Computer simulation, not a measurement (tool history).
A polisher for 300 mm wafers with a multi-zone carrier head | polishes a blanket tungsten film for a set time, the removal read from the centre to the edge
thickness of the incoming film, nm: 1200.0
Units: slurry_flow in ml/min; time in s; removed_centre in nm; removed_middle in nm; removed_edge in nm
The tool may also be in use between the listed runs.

run	hour	slurry_flow	centre_zone	middle_zone	edge_zone	slurry_solids	time	removed_centre	removed_middle	removed_edge
1	0.0	135	1.00	1.00	1.00	1.00	83	411.12	422.58	435.14
2	8.5	135	1.00	1.07	1.00	1.00	83	413.47	451.02	439.27
3	17.2	135	1.00	1.07	1.00	1.15	83	423.32	464.93	454.83
4	24.9	135	1.00	1.07	1.00	1.15	63	321.42	350.64	344.72
5	33.2	135	1.00	1.07	1.00	1.35	63	335.93	362.71	351.96
6	42.0	135	0.95	1.07	1.00	1.35	63	316.61	358.66	344.25
7	43.1	125	1.03	0.97	1.10	1.50	86	467.46	448.99	519.84
8	47.5	140	1.03	0.98	1.13	1.50	88	489.60	480.68	527.37

Run 9 comes next. What will it give?
9	55.3	130	1.03	0.98	1.13	1.50	92	?	?	?

removed_centre: 497.14 nm
removed_middle: 495.19 nm
removed_edge: 557.52 nm

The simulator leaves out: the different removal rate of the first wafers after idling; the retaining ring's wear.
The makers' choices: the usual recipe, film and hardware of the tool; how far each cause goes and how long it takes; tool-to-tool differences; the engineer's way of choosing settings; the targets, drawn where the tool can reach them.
